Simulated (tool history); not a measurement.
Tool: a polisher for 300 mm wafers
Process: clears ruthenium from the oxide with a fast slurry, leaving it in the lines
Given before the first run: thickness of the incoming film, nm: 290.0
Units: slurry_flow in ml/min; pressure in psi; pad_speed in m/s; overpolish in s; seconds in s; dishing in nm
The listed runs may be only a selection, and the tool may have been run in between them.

| run | hour | slurry_flow | pressure | pad_speed | slurry_solids | overpolish | seconds | dishing |
|---|---|---|---|---|---|---|---|---|
| 1 | 0.0 | 310 | 2.6 | 1.28 | 1.00 | 28 | 60.293 | 96.107 |
| 2 | 7.3 | 310 | 2.6 | 1.28 | 1.00 | 36 | 60.226 | 119.160 |
| 3 | 8.5 | 365 | 2.6 | 1.28 | 1.00 | 36 | 59.779 | 115.560 |
| 4 | 12.7 | 365 | 2.6 | 1.28 | 1.15 | 36 | 55.809 | 122.370 |
| 5 | 15.5 | 365 | 3.0 | 1.28 | 1.15 | 36 | 48.471 | 132.050 |
| 6 | 22.1 | 395 | 2.9 | 1.10 | 1.05 | 28 | 59.197 | 96.770 |
| 7 | 29.3 | 305 | 2.2 | 0.92 | 1.30 | 14 | 83.025 | 41.188 |
| 8 | 36.1 | 275 | 2.0 | 0.90 | 1.35 | 12 | 92.428 | 34.276 |
| 9 | 38.2 | 250 | 1.9 | 0.90 | 1.40 | 11 | 97.547 | 29.153 |

Run 10 comes next. What will it give?
| 10 | 43.8 | 235 | 1.9 | 0.90 | 1.40 | 10 | ? | ? |

seconds: 97.260 s
dishing: 26.815 nm
